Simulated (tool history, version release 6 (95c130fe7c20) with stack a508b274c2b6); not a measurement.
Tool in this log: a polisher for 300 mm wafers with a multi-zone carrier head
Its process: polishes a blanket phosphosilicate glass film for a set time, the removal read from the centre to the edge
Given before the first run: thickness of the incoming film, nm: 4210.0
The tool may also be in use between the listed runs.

run  hour  flow of slurry (ml/min)  pressure of the head's centre zone  pressure of the head's middle zone  pressure of the head's edge zone  abrasive content of the slurry  polishing time (s)  film removed at the wafer's centre (nm)  film removed at mid-radius (nm)  film removed at the wafer's edge (nm)
  1   0.0                      170                                1.00                                1.00                              1.00                            1.00                  36                                  215.300                          226.680                                 221.84
  2   8.9                      155                                0.95                                0.95                              0.98                            0.85                  31                                  161.570                          173.940                                 178.22
  3  11.3                      145                                0.93                                0.92                              0.95                            0.75                  27                                  133.230                          138.730                                 142.01
  4  14.7                      170                                0.93                                0.92                              0.95                            0.75                  27                                  137.830                          141.420                                 145.52
  5  20.3                      155                                0.90                                0.90                              0.95                            0.70                  25                                  117.260                          124.030                                 128.72
  6  27.1                      155                                0.90                                0.90                              0.95                            0.85                  25                                  129.180                          133.740                                 140.65
  7  31.3                      145                                0.87                                0.88                              0.95                            0.75                  24                                  107.580                          120.400                                 126.91
  8  34.7                      145                                0.87                                0.86                              0.96                            0.70                  23                                  100.980                          108.030                                 118.25
  9  42.1                      140                                0.86                                0.85                              0.95                            0.65                  23                                   98.101                          103.540                                 113.16

Predict the results of run 10:
 10  49.1                      130                                0.85                                0.84                              0.95                            0.60                  23                                        ?                                ?                                      ?

Run 10 came out at film removed at the wafer's centre (nm) 93.650, film removed at mid-radius (nm) 98.311, film removed at the wafer's edge (nm) 108.56.
